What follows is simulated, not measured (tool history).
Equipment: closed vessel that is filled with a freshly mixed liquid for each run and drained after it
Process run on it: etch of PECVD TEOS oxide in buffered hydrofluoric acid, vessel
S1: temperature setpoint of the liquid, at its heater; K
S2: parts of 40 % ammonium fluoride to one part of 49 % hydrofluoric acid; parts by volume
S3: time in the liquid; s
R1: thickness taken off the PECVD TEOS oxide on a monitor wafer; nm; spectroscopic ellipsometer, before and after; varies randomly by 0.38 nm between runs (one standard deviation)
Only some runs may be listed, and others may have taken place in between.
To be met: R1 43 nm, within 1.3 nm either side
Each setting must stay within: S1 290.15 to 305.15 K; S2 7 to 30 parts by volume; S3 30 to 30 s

run	hour	S1	S2	S3	R1
1	0	298.15	20	30	21.558
2	3.9	298.15	17	30	25.008
3	8	298.15	17	30	25.323
4	11.8	299.65	16.5	30	27.936
5	18.3	301.65	16.5	30	31.288
6	27.1	302.15	16	30	33.193
7	35.9	305.15	13.5	30	45.9
8	38.4	304.65	13.5	30	44.361

Which single option among these 5 for the next run brings every result within its allowed miss of target? Just one does.
A	40.9	302.65	13.5	30	?
B	40.9	305.15	13	30	?
C	40.9	304.15	12.5	30	?
D	40.9	304.65	14	30	?
E	40.9	305.15	13.5	30	?

move	R1
A	40.433
B	47.811
C	47.159
D	43.329
E	46.08
A: the result that was furthest off in the last run now lies on the other side of its target
B: further off than the last run
C: further off than the last run
D: all results in spec
E: further off than the last run
D meets every target.

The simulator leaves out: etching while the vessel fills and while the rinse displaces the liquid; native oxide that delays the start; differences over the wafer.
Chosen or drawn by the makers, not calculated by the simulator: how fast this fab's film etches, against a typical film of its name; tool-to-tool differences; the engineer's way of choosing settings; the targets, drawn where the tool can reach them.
